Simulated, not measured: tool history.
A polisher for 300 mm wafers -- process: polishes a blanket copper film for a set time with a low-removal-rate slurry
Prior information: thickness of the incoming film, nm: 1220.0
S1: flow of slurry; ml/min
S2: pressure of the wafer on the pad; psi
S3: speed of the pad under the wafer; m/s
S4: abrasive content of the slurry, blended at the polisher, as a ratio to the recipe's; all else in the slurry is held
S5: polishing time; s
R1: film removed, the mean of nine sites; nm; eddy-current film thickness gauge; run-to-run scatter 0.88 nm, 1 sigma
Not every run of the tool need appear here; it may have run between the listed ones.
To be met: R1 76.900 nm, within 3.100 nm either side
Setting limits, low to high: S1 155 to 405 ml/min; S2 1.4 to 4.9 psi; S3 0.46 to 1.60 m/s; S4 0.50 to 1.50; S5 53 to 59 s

| run | hour | S1 | S2 | S3 | S4 | S5 | R1 |
|---|---|---|---|---|---|---|---|
| 1 | 0.0 | 260 | 3.1 | 1.02 | 1.00 | 59 | 210.150 |
| 2 | 8.5 | 260 | 2.9 | 0.96 | 1.00 | 59 | 180.600 |
| 3 | 12.2 | 260 | 2.7 | 0.92 | 1.00 | 59 | 164.970 |
| 4 | 19.5 | 260 | 2.5 | 0.88 | 1.00 | 59 | 147.500 |
| 5 | 28.6 | 260 | 2.3 | 0.84 | 1.00 | 59 | 128.410 |
| 6 | 33.5 | 260 | 2.2 | 0.82 | 1.00 | 59 | 121.690 |
| 7 | 39.8 | 260 | 2.1 | 0.80 | 1.00 | 59 | 116.020 |
| 8 | 42.6 | 260 | 2.0 | 0.78 | 1.00 | 59 | 106.650 |
|  | 45.7 | worn pad replaced by a new one |
| 9 | 45.7 | 260 | 1.9 | 0.76 | 1.00 | 59 | 108.730 |

5 candidate next runs follow, results not yet known. Just one meets every target within its allowed miss. Identify it.
| A | 48.8 | 225 | 1.5 | 0.70 | 1.00 | 53 | ? |
| B | 48.8 | 280 | 2.4 | 0.46 | 0.75 | 57 | ? |
| C | 48.8 | 305 | 2.0 | 0.52 | 0.75 | 53 | ? |
| D | 48.8 | 235 | 1.4 | 0.70 | 1.00 | 53 | ? |
| E | 48.8 | 280 | 1.6 | 0.76 | 1.25 | 57 | ? |

| move | R1 |
|---|---|
| A | 70.325 |
| B | 77.681 |
| C | 68.626 |
| D | 66.284 |
| E | 92.843 |
A: takes the biggest miss from the last run beyond its target
B: each result inside its tolerance
C: takes the biggest miss from the last run beyond its target
D: takes the biggest miss from the last run beyond its target
E: an improvement on the last run, though not all results are within tolerance
Answer: B
